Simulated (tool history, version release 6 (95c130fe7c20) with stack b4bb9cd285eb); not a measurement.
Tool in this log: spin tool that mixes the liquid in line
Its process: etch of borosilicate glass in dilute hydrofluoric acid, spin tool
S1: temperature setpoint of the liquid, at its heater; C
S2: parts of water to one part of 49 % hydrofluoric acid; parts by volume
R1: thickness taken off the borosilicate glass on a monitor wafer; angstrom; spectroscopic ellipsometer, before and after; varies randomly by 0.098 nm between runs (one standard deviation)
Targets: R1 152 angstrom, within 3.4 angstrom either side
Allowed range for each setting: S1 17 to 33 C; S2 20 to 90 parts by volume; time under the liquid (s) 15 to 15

run 1 hour=0 | S1=25 S2=50 time_under_the_liquid_(s)=15 | R1=118.3
run 2 hour=5.6 | S1=25 S2=50 time_under_the_liquid_(s)=15 | R1=117.46
run 3 hour=9 | S1=23 S2=50 time_under_the_liquid_(s)=15 | R1=108.11
run 4 hour=12.3 | S1=25.5 S2=50 time_under_the_liquid_(s)=15 | R1=118.06
run 5 hour=18.8 | S1=25.5 S2=65 time_under_the_liquid_(s)=15 | R1=90.13
-- hour=21.4 hydrofluoric acid flow meter replaced
run 6 hour=21.4 | S1=27.5 S2=60 time_under_the_liquid_(s)=15 | R1=121.38
run 7 hour=25.7 | S1=28.5 S2=60 time_under_the_liquid_(s)=15 | R1=127.28
run 8 hour=32.6 | S1=29 S2=60 time_under_the_liquid_(s)=15 | R1=130.2
run 9 hour=40 | S1=29.5 S2=60 time_under_the_liquid_(s)=15 | R1=133
run 10 hour=43.1 | S1=30 S2=60 time_under_the_liquid_(s)=15 | R1=134.68

Which one of the following 5 next-run settings gets every result inside its allowed miss? There is exactly one.
run A hour=46.2 | S1=26.5 S2=45 time_under_the_liquid_(s)=15 | R1=?
run B hour=46.2 | S1=31.5 S2=60 time_under_the_liquid_(s)=15 | R1=?
run C hour=46.2 | S1=32 S2=55 time_under_the_liquid_(s)=15 | R1=?
run D hour=46.2 | S1=26.5 S2=50 time_under_the_liquid_(s)=15 | R1=?
run E hour=46.2 | S1=33 S2=60 time_under_the_liquid_(s)=15 | R1=?

move=A R1=159.62
move=B R1=142.6
move=C R1=159.84
move=D R1=142.65
move=E R1=150.99
A: takes the result that was furthest off past its target
B: better than the last run, though not everything is in spec
C: takes the result that was furthest off past its target
D: better than the last run, though not everything is in spec
E: every result lands within tolerance
Move E is the one to make.
